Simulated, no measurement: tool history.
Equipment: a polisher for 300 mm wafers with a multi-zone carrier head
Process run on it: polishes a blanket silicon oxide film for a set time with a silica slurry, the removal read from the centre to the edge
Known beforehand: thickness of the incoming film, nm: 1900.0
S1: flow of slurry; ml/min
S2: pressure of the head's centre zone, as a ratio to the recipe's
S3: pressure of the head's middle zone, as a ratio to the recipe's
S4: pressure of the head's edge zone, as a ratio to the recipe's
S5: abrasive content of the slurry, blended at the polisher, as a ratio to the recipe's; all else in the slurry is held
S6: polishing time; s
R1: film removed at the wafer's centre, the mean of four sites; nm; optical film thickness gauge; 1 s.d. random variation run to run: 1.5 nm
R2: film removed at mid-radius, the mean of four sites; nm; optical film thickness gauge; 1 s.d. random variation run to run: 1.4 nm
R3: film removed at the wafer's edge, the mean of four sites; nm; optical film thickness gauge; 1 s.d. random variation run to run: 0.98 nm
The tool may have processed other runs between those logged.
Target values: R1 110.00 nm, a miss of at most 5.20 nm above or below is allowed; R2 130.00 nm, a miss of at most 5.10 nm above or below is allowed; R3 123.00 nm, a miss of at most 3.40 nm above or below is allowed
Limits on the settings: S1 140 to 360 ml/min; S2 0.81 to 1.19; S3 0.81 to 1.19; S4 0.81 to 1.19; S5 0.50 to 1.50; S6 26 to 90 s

| run | hour | S1 | S2 | S3 | S4 | S5 | S6 | R1 | R2 | R3 |
|---|---|---|---|---|---|---|---|---|---|---|
| 1 | 0.0 | 230 | 1.00 | 1.00 | 1.00 | 1.00 | 58 | 104.99 | 106.77 | 105.66 |
| 2 | 7.2 | 240 | 0.99 | 1.03 | 1.03 | 1.05 | 58 | 102.49 | 110.97 | 110.35 |
| 3 | 12.5 | 245 | 1.00 | 1.05 | 1.04 | 1.10 | 58 | 108.84 | 116.39 | 113.69 |
| 4 | 20.0 | 245 | 1.00 | 1.02 | 1.04 | 1.10 | 58 | 110.25 | 114.75 | 111.17 |
| 5 | 27.7 | 300 | 1.00 | 1.02 | 1.04 | 1.10 | 58 | 113.45 | 114.30 | 113.26 |
| 6 | 31.6 | 295 | 0.99 | 1.04 | 1.05 | 1.10 | 58 | 109.93 | 117.42 | 115.30 |
| 7 | 34.9 | 295 | 0.99 | 1.06 | 1.06 | 1.10 | 58 | 110.70 | 119.01 | 116.28 |
| 8 | 37.8 | 295 | 0.99 | 1.08 | 1.07 | 1.10 | 58 | 109.29 | 121.80 | 114.45 |
| 9 | 41.4 | 295 | 0.98 | 1.08 | 1.08 | 1.15 | 58 | 114.41 | 124.74 | 119.78 |
| 10 | 45.7 | 295 | 0.97 | 1.09 | 1.08 | 1.15 | 58 | 114.12 | 123.62 | 117.86 |
| 11 | 51.8 | 290 | 0.95 | 1.11 | 1.10 | 1.15 | 58 | 110.77 | 127.33 | 119.33 |

Next run, 5 choices. One meets every target within its allowed miss, the rest don't. Which?
| A | 57.9 | 280 | 0.98 | 1.16 | 1.19 | 1.05 | 60 | ? | ? | ? |
| B | 57.9 | 280 | 1.06 | 1.19 | 1.06 | 1.30 | 58 | ? | ? | ? |
| C | 57.9 | 275 | 1.09 | 1.02 | 1.05 | 1.25 | 56 | ? | ? | ? |
| D | 57.9 | 275 | 1.02 | 1.06 | 1.09 | 1.25 | 56 | ? | ? | ? |
| E | 57.9 | 305 | 0.94 | 1.12 | 0.96 | 1.10 | 61 | ? | ? | ? |

| move | R1 | R2 | R3 |
|---|---|---|---|
| A | 110.99 | 130.72 | 121.14 |
| B | 124.15 | 141.99 | 121.81 |
| C | 119.72 | 117.94 | 115.28 |
| D | 114.63 | 121.88 | 117.23 |
| E | 113.40 | 133.04 | 114.83 |
A: in spec on every target
B: gets the furthest-off result to its target, but another result is out of tolerance
C: the biggest miss grows against the last run
D: the biggest miss grows against the last run
E: the biggest miss grows against the last run
A is the move that brings every result within its allowed miss.
